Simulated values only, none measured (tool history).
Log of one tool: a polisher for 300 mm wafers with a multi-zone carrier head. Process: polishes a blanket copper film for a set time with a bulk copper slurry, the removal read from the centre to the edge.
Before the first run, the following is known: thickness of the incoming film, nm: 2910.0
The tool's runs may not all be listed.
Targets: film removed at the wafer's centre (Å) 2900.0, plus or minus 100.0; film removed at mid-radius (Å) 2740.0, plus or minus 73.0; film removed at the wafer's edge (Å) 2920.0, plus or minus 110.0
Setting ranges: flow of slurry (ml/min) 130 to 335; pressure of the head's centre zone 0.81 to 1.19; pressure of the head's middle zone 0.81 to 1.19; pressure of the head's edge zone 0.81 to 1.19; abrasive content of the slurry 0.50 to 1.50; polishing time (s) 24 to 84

| run | hour | flow of slurry (ml/min) | pressure of the head's centre zone | pressure of the head's middle zone | pressure of the head's edge zone | abrasive content of the slurry | polishing time (s) | film removed at the wafer's centre (Å) | film removed at mid-radius (Å) | film removed at the wafer's edge (Å) |
|---|---|---|---|---|---|---|---|---|---|---|
| 1 | 0.0 | 215 | 1.00 | 1.00 | 1.00 | 1.00 | 54 | 3803.6 | 3748.2 | 3660.5 |
| 2 | 3.1 | 215 | 1.00 | 1.00 | 1.05 | 1.00 | 54 | 3793.8 | 3701.4 | 3812.4 |
| 3 | 5.4 | 215 | 1.00 | 1.00 | 1.02 | 1.00 | 54 | 3747.7 | 3724.0 | 3789.1 |
| 4 | 10.3 | 160 | 1.00 | 1.00 | 1.02 | 1.00 | 54 | 3543.5 | 3574.0 | 3649.2 |
| 5 | 15.5 | 160 | 1.00 | 0.95 | 1.02 | 1.00 | 54 | 3564.3 | 3433.4 | 3644.8 |
| 6 | 20.3 | 160 | 0.99 | 0.94 | 1.01 | 0.95 | 54 | 3455.2 | 3344.4 | 3668.1 |
| 7 | 25.7 | 165 | 0.99 | 0.94 | 0.99 | 0.90 | 53 | 3412.6 | 3247.6 | 3430.9 |
| 8 | 31.4 | 160 | 0.98 | 0.93 | 0.97 | 0.85 | 53 | 3311.5 | 3173.9 | 3290.0 |
| 9 | 38.4 | 160 | 0.98 | 0.93 | 0.97 | 0.85 | 53 | 3222.8 | 3115.9 | 3368.1 |
| 10 | 43.1 | 160 | 0.98 | 0.92 | 0.95 | 0.85 | 53 | 3300.7 | 3154.2 | 3346.8 |
| 11 | 47.8 | 160 | 0.97 | 0.91 | 0.94 | 0.80 | 53 | 3166.3 | 3053.8 | 3235.2 |
| 12 | 55.2 | 160 | 0.97 | 0.90 | 0.93 | 0.80 | 53 | 3254.6 | 3025.4 | 3224.9 |
| 13 | 60.9 | 160 | 0.96 | 0.89 | 0.92 | 0.80 | 53 | 3181.9 | 2977.5 | 3213.8 |
| 14 | 65.9 | 160 | 0.95 | 0.89 | 0.91 | 0.80 | 53 | 3164.4 | 2986.0 | 3174.8 |
| 15 | 74.1 | 160 | 0.94 | 0.88 | 0.90 | 0.80 | 53 | 3071.3 | 2951.0 | 3191.7 |
| 16 | 80.0 | 160 | 0.94 | 0.88 | 0.89 | 0.80 | 53 | 3159.9 | 2989.6 | 3158.1 |
| 17 | 81.4 | 160 | 0.93 | 0.87 | 0.88 | 0.80 | 53 | 3080.8 | 2954.0 | 3145.3 |

Which of these 5 next moves meets every target?
| A | 82.8 | 195 | 1.00 | 0.96 | 0.90 | 0.80 | 51 | ? | ? | ? |
| B | 82.8 | 215 | 1.14 | 0.87 | 0.81 | 0.85 | 46 | ? | ? | ? |
| C | 82.8 | 160 | 0.93 | 0.85 | 0.84 | 0.90 | 49 | ? | ? | ? |
| D | 82.8 | 160 | 0.88 | 1.00 | 0.84 | 0.80 | 54 | ? | ? | ? |
| E | 82.8 | 150 | 0.90 | 0.89 | 0.87 | 0.90 | 52 | ? | ? | ? |

| move | film removed at the wafer's centre (Å) | film removed at mid-radius (Å) | film removed at the wafer's edge (Å) |
|---|---|---|---|
| A | 3354.5 | 3181.4 | 3144.7 |
| B | 3559.8 | 2721.5 | 2780.2 |
| C | 2968.3 | 2752.6 | 2947.2 |
| D | 3006.7 | 3372.8 | 3146.8 |
| E | 3005.3 | 2996.3 | 3146.7 |
A: lands further from the targets than the last run did
B: puts the biggest miss on target and leaves a different result outside tolerance
C: every result lands within tolerance
D: lands further from the targets than the last run did
E: lands further from the targets than the last run did
Correct choice: C, which meets every target
